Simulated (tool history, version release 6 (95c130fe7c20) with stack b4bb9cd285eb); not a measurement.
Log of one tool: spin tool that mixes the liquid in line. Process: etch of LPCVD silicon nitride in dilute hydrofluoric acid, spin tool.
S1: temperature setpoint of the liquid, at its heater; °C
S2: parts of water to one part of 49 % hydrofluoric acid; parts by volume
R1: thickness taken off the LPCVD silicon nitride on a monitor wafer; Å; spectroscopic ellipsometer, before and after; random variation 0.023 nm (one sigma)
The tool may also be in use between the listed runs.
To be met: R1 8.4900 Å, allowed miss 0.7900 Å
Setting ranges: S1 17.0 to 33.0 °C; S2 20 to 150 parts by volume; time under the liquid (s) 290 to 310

run 1 hour=0.0 | S1=25.0 S2=85 time_under_the_liquid_(s)=290 | R1=15.0190
run 2 hour=8.9 | S1=24.0 S2=90 time_under_the_liquid_(s)=290 | R1=13.4410
run 3 hour=17.6 | S1=22.0 S2=90 time_under_the_liquid_(s)=290 | R1=11.4610
run 4 hour=19.7 | S1=22.0 S2=75 time_under_the_liquid_(s)=290 | R1=14.4150
run 5 hour=22.9 | S1=21.5 S2=80 time_under_the_liquid_(s)=290 | R1=12.8830
run 6 hour=27.5 | S1=21.5 S2=90 time_under_the_liquid_(s)=290 | R1=11.5660
run 7 hour=28.0 | S1=21.0 S2=90 time_under_the_liquid_(s)=290 | R1=10.8800
run 8 hour=36.2 | S1=21.0 S2=90 time_under_the_liquid_(s)=290 | R1=10.9330

Which one of the following 4 next-run settings gets every result inside its allowed miss? There is exactly one.
run A hour=44.4 | S1=19.0 S2=100 time_under_the_liquid_(s)=290 | R1=?
run B hour=44.4 | S1=22.0 S2=90 time_under_the_liquid_(s)=300 | R1=?
run C hour=44.4 | S1=21.5 S2=70 time_under_the_liquid_(s)=305 | R1=?
run D hour=44.4 | S1=20.5 S2=100 time_under_the_liquid_(s)=300 | R1=?

move=A R1=8.8272
move=B R1=12.4310
move=C R1=15.6130
move=D R1=10.1260
A: every result lands within tolerance
B: moves away from the targets compared with the last run
C: moves away from the targets compared with the last run
D: closes in on the targets versus the last run, not all within tolerance yet
The right move is A.
